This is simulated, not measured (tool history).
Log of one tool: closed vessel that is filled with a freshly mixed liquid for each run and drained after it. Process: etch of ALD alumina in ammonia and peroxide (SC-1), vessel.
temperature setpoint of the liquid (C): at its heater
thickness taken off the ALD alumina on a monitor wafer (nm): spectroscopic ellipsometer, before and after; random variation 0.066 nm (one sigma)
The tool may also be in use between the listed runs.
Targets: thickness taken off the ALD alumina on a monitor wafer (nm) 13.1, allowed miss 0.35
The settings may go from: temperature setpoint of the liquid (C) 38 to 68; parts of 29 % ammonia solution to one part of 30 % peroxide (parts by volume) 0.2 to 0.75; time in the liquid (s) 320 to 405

run	hour	temperature setpoint of the liquid (C)	parts of 29 % ammonia solution to one part of 30 % peroxide (parts by volume)	time in the liquid (s)	thickness taken off the ALD alumina on a monitor wafer (nm)
1	0	52	0.45	405	18.379
2	2.5	51.5	0.45	405	17.795
3	4.4	51	0.45	405	17.216
4	9.7	50.5	0.45	405	16.927
5	18.4	50	0.45	405	16.562
6	19.5	50	0.3	405	15.871
7	24.6	49.5	0.3	405	15.468
8	30.6	49	0.3	405	14.984
9	38.5	48.5	0.3	405	14.622
# hour 45.9: new drum of ammonia solution connected
10	45.9	47.5	0.3	405	13.957

4 next moves are on the table. One of them brings every result within its allowed miss. Which?
A	53.3	49.5	0.2	375	?
B	53.3	49	0.35	345	?
C	53.3	47.5	0.25	405	?
D	53.3	47.5	0.3	400	?

move	thickness taken off the ALD alumina on a monitor wafer (nm)
A	13.96
B	13.177
C	13.78
D	13.848
A: as far off as the last run
B: meets every target
C: nearer than the last run, and not there yet
D: nearer than the last run, and not there yet
Answer: B
